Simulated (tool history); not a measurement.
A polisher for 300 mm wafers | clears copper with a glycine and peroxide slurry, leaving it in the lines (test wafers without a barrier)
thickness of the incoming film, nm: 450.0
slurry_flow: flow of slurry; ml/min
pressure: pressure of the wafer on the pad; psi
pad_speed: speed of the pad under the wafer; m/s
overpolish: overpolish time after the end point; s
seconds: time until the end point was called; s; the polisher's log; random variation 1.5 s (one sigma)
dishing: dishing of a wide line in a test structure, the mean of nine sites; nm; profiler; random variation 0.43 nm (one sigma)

Run 1, hour 0: slurry_flow 220 ml/min, pressure 2.3 psi, pad_speed 1.18 m/s, overpolish 18 s. Result: seconds 104.22 s, dishing 39.854 nm.
Run 2, hour 8: slurry_flow 220 ml/min, pressure 1.9 psi, pad_speed 1.18 m/s, overpolish 18 s. Result: seconds 122.17 s, dishing 35.986 nm.
Run 3, hour 14.7: slurry_flow 220 ml/min, pressure 1.9 psi, pad_speed 1.18 m/s, overpolish 23 s. Result: seconds 122.55 s, dishing 42.847 nm.
Run 4, hour 15.4: slurry_flow 215 ml/min, pressure 1.7 psi, pad_speed 1.2 m/s, overpolish 17 s. Result: seconds 135.05 s, dishing 34.608 nm.
Run 5, hour 18.1: slurry_flow 255 ml/min, pressure 1.8 psi, pad_speed 1.06 m/s, overpolish 13 s. Result: seconds 135.46 s, dishing 26.651 nm.
Run 6, hour 26.1: slurry_flow 265 ml/min, pressure 1.7 psi, pad_speed 1.04 m/s, overpolish 10 s. Result: seconds 143.36 s, dishing 20.859 nm.
Run 7, hour 30.3: slurry_flow 265 ml/min, pressure 1.7 psi, pad_speed 1.04 m/s, overpolish 9 s. Result: seconds 143.28 s, dishing 19.108 nm.
Run 8, hour 32.8: slurry_flow 265 ml/min, pressure 1.7 psi, pad_speed 1.04 m/s, overpolish 9 s. Result: seconds 141.08 s, dishing 18.91 nm.
Run 9, hour 38.5: slurry_flow 260 ml/min, pressure 1.7 psi, pad_speed 1.04 m/s, overpolish 9 s. Result: seconds 142.15 s, dishing 19.166 nm.
Run 10, hour 40.9: slurry_flow 250 ml/min, pressure 1.5 psi, pad_speed 1.04 m/s, overpolish 8 s. Result: seconds 159.63 s, dishing 15.178 nm.

The next listed run, before its measurement:
Run 11, hour 43.6: slurry_flow 290 ml/min, pressure 1.6 psi, pad_speed 1.02 m/s, overpolish 10 s. Result: seconds ?, dishing ?.

seconds: 147.71 s
dishing: 19.814 nm

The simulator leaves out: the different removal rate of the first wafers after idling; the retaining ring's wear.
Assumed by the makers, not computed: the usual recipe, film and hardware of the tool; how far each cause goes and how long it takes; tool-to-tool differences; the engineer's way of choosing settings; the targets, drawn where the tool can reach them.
